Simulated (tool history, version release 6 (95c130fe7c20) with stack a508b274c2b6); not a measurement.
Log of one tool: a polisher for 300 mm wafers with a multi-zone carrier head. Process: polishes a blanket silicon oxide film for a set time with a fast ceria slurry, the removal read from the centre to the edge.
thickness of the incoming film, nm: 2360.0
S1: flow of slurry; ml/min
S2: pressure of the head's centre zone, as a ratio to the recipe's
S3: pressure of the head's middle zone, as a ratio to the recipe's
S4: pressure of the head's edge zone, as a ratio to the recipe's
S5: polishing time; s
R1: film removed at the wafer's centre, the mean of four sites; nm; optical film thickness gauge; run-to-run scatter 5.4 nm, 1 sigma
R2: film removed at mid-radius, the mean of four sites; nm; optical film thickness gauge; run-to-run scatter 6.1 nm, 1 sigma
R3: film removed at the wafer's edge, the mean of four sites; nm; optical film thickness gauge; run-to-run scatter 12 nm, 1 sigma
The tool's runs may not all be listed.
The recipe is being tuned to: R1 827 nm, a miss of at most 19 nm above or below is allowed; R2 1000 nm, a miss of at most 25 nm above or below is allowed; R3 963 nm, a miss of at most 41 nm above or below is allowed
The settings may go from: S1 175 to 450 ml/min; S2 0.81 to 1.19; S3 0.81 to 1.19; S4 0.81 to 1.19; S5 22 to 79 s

| run | hour | S1 | S2 | S3 | S4 | S5 | R1 | R2 | R3 |
|---|---|---|---|---|---|---|---|---|---|
| 1 | 0 | 290 | 1 | 1 | 1 | 50 | 941.11 | 936.05 | 963.48 |
| 2 | 1.2 | 280 | 0.98 | 1.02 | 1 | 50 | 908.83 | 945.4 | 918.9 |
| 3 | 7.5 | 280 | 0.98 | 1.02 | 1 | 39 | 713.66 | 730.12 | 741.32 |
| 4 | 11.1 | 280 | 0.98 | 1.02 | 1 | 50 | 910.3 | 950.27 | 933.46 |
| 5 | 13 | 275 | 0.96 | 1.03 | 1.02 | 50 | 898.57 | 942.55 | 932.78 |
| 6 | 20.9 | 275 | 0.93 | 1.05 | 1.04 | 50 | 874.4 | 966.38 | 951.85 |
| 7 | 28.4 | 255 | 0.87 | 1.09 | 1.05 | 50 | 810.13 | 989.54 | 946.63 |
| 8 | 34 | 260 | 0.87 | 1.09 | 1.05 | 50 | 802.88 | 994.09 | 960.58 |

Which one of the following 5 next-run settings gets every result inside its allowed miss? There is exactly one.
| A | 39.6 | 315 | 0.86 | 1.16 | 1.01 | 50 | ? | ? | ? |
| B | 39.6 | 250 | 0.89 | 1.11 | 1.1 | 50 | ? | ? | ? |
| C | 39.6 | 250 | 0.83 | 1.08 | 1.03 | 51 | ? | ? | ? |
| D | 39.6 | 300 | 0.85 | 1.09 | 1.14 | 47 | ? | ? | ? |
| E | 39.6 | 355 | 0.83 | 1.01 | 1.18 | 49 | ? | ? | ? |

| move | R1 | R2 | R3 |
|---|---|---|---|
| A | 812.17 | 1065.6 | 960.38 |
| B | 819.29 | 1004.3 | 967.77 |
| C | 780.38 | 1001.7 | 969.45 |
| D | 750.81 | 946.76 | 931.94 |
| E | 776.39 | 940.18 | 993.39 |
A: the furthest-off result lands on target, but another misses its tolerance
B: all results in spec
C: the biggest miss grows against the last run
D: the biggest miss grows against the last run
E: the biggest miss grows against the last run
Go with B: it meets all targets.
